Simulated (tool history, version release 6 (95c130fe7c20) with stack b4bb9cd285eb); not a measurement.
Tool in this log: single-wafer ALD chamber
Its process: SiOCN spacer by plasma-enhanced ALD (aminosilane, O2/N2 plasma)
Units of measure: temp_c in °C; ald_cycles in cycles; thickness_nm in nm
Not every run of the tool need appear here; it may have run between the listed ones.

run,hour,temp_c,ald_cycles,thickness_nm
1,0.0,420,81,4.7144
2,1.7,420,88,5.1155
3,10.2,425,84,4.8169
4,11.2,425,93,5.3170
5,13.0,429,88,4.9449
6,20.2,429,80,4.4513

What does the tool deliver on the next run?
7,24.6,431,80,?

Run 7 yielded thickness_nm 4.4371 nm.
